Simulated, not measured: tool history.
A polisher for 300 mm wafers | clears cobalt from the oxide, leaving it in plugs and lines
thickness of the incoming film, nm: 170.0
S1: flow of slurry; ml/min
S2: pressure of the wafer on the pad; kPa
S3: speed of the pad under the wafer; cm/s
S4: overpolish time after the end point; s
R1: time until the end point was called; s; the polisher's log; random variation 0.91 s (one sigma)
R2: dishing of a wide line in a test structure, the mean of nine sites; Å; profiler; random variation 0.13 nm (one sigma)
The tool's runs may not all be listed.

Run 1, hour 0.0: S1 145 ml/min, S2 8.3 kPa, S3 84 cm/s, S4 16 s. Result: R1 73.431 s, R2 291.150 Å.
Run 2, hour 7.8: S1 150 ml/min, S2 6.9 kPa, S3 84 cm/s, S4 13 s. Result: R1 86.530 s, R2 224.330 Å.
Run 3, hour 13.7: S1 135 ml/min, S2 6.9 kPa, S3 84 cm/s, S4 13 s. Result: R1 87.217 s, R2 216.970 Å.
Run 4, hour 16.5: S1 120 ml/min, S2 6.9 kPa, S3 82 cm/s, S4 11 s. Result: R1 92.766 s, R2 180.520 Å.
Run 5, hour 19.5: S1 120 ml/min, S2 6.9 kPa, S3 82 cm/s, S4 18 s. Result: R1 92.558 s, R2 284.340 Å.
At hour 26.7: worn pad replaced by a new one.
Run 6, hour 26.7: S1 110 ml/min, S2 7.6 kPa, S3 72 cm/s, S4 14 s. Result: R1 90.834 s, R2 221.520 Å.
Run 7, hour 33.5: S1 105 ml/min, S2 7.6 kPa, S3 68 cm/s, S4 11 s. Result: R1 96.439 s, R2 171.290 Å.
Run 8, hour 40.4: S1 85 ml/min, S2 9.0 kPa, S3 48 cm/s, S4 5 s. Result: R1 118.060 s, R2 68.032 Å.
Run 9, hour 46.6: S1 95 ml/min, S2 9.0 kPa, S3 50 cm/s, S4 6 s. Result: R1 114.690 s, R2 82.740 Å.
Run 10, hour 55.1: S1 115 ml/min, S2 9.7 kPa, S3 50 cm/s, S4 5 s. Result: R1 100.880 s, R2 78.210 Å.
Run 11, hour 61.7: S1 90 ml/min, S2 9.7 kPa, S3 52 cm/s, S4 8 s. Result: R1 101.650 s, R2 121.240 Å.
Run 12, hour 64.3: S1 105 ml/min, S2 9.7 kPa, S3 52 cm/s, S4 8 s. Result: R1 99.502 s, R2 127.240 Å.
Run 13, hour 68.7: S1 110 ml/min, S2 9.7 kPa, S3 52 cm/s, S4 7 s. Result: R1 99.097 s, R2 112.950 Å.

Forecast run 14:
Run 14, hour 70.7: S1 110 ml/min, S2 9.7 kPa, S3 52 cm/s, S4 7 s. Result: R1 ?, R2 ?.

{"run 14": {"R1": 98.043, "R2": 114.39}}
